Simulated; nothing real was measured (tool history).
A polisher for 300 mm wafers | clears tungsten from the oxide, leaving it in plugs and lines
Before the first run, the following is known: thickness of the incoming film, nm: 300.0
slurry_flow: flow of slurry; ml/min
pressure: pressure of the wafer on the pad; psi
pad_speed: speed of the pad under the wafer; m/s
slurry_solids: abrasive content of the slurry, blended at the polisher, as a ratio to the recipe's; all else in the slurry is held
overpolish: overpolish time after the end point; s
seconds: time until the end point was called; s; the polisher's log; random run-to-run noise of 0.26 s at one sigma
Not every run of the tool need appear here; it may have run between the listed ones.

run 1 hour=0.0 | slurry_flow=310 pressure=3.8 pad_speed=1.36 slurry_solids=1.0 overpolish=5 | seconds=39.316
run 2 hour=8.5 | slurry_flow=310 pressure=3.8 pad_speed=1.36 slurry_solids=1.1 overpolish=5 | seconds=38.552
run 3 hour=12.2 | slurry_flow=310 pressure=4.2 pad_speed=1.36 slurry_solids=1.1 overpolish=5 | seconds=35.704
run 4 hour=19.8 | slurry_flow=310 pressure=4.6 pad_speed=1.36 slurry_solids=1.1 overpolish=5 | seconds=33.551
run 5 hour=21.7 | slurry_flow=310 pressure=4.9 pad_speed=1.36 slurry_solids=1.1 overpolish=5 | seconds=31.262
run 6 hour=28.9 | slurry_flow=350 pressure=4.9 pad_speed=1.36 slurry_solids=1.1 overpolish=5 | seconds=30.347
run 7 hour=31.3 | slurry_flow=365 pressure=5.0 pad_speed=1.36 slurry_solids=1.1 overpolish=5 | seconds=30.482

Run 8 has not been measured yet. What should we expect?
run 8 hour=37.3 | slurry_flow=365 pressure=5.2 pad_speed=1.36 slurry_solids=1.1 overpolish=5 | seconds=?

{"run 8": {"seconds": 29.46}}

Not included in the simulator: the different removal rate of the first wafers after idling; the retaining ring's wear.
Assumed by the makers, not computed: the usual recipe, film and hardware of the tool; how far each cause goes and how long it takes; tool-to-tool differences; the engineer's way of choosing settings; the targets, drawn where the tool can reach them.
